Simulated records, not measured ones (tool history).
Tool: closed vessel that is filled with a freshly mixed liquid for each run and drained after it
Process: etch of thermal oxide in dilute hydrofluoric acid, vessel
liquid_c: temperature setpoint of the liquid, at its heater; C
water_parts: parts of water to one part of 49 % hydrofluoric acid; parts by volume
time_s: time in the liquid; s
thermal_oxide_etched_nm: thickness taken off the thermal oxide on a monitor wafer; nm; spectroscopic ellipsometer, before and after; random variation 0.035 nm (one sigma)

run,hour,liquid_c,water_parts,time_s,thermal_oxide_etched_nm
1,0.0,22.0,50,105,8.7570
2,3.0,21.0,50,105,8.3841
3,8.8,21.0,50,65,5.2337
4,13.4,21.0,60,65,4.3136
5,20.4,22.0,60,65,4.4637
6,22.8,22.0,60,65,4.4649
7,30.3,23.0,60,65,4.6918
8,34.2,24.0,60,65,4.8517
9,38.7,25.0,60,65,5.0406
10,46.3,26.0,60,65,5.2574
11,49.4,26.5,60,65,5.3363
12,51.8,27.0,60,65,5.5392
13,61.1,27.5,60,65,5.6225

The next listed run, before its measurement:
14,64.3,28.0,60,65,?

Run 14 gave thermal_oxide_etched_nm 5.7295 nm.
